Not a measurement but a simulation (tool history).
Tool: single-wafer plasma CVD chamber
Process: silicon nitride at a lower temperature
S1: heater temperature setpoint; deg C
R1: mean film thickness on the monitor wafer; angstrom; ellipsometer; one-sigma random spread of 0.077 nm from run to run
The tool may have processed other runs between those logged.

run 1 hour=0.0 | S1=325 chamber_pressure_(Pa)=209 RF_power_(kW)=0.395 deposition_time_(s)=20.9 | R1=292.42
run 2 hour=2.9 | S1=325 chamber_pressure_(Pa)=227 RF_power_(kW)=0.405 deposition_time_(s)=20.9 | R1=301.06
run 3 hour=8.4 | S1=325 chamber_pressure_(Pa)=227 RF_power_(kW)=0.405 deposition_time_(s)=20.9 | R1=300.22
run 4 hour=9.5 | S1=325 chamber_pressure_(Pa)=227 RF_power_(kW)=0.355 deposition_time_(s)=20.9 | R1=274.07
run 5 hour=13.9 | S1=331 chamber_pressure_(Pa)=227 RF_power_(kW)=0.355 deposition_time_(s)=20.9 | R1=273.82
run 6 hour=18.4 | S1=331 chamber_pressure_(Pa)=227 RF_power_(kW)=0.315 deposition_time_(s)=20.9 | R1=248.58
run 7 hour=22.3 | S1=331 chamber_pressure_(Pa)=241 RF_power_(kW)=0.340 deposition_time_(s)=20.9 | R1=268.13
run 8 hour=26.0 | S1=331 chamber_pressure_(Pa)=252 RF_power_(kW)=0.360 deposition_time_(s)=20.9 | R1=282.82
run 9 hour=31.2 | S1=331 chamber_pressure_(Pa)=261 RF_power_(kW)=0.375 deposition_time_(s)=20.9 | R1=292.70
run 10 hour=33.8 | S1=331 chamber_pressure_(Pa)=268 RF_power_(kW)=0.390 deposition_time_(s)=20.9 | R1=301.48
-- hour=41.5 capacitance manometer re-zeroed and calibrated
run 11 hour=41.5 | S1=331 chamber_pressure_(Pa)=273 RF_power_(kW)=0.405 deposition_time_(s)=20.9 | R1=313.42
run 12 hour=42.7 | S1=331 chamber_pressure_(Pa)=277 RF_power_(kW)=0.415 deposition_time_(s)=20.9 | R1=318.71
run 13 hour=48.3 | S1=331 chamber_pressure_(Pa)=281 RF_power_(kW)=0.425 deposition_time_(s)=20.9 | R1=324.83
run 14 hour=56.0 | S1=331 chamber_pressure_(Pa)=284 RF_power_(kW)=0.430 deposition_time_(s)=20.9 | R1=328.55

Forecast run 15:
run 15 hour=58.5 | S1=331 chamber_pressure_(Pa)=287 RF_power_(kW)=0.435 deposition_time_(s)=20.9 | R1=?

Run 15 measured R1 331.21 angstrom.
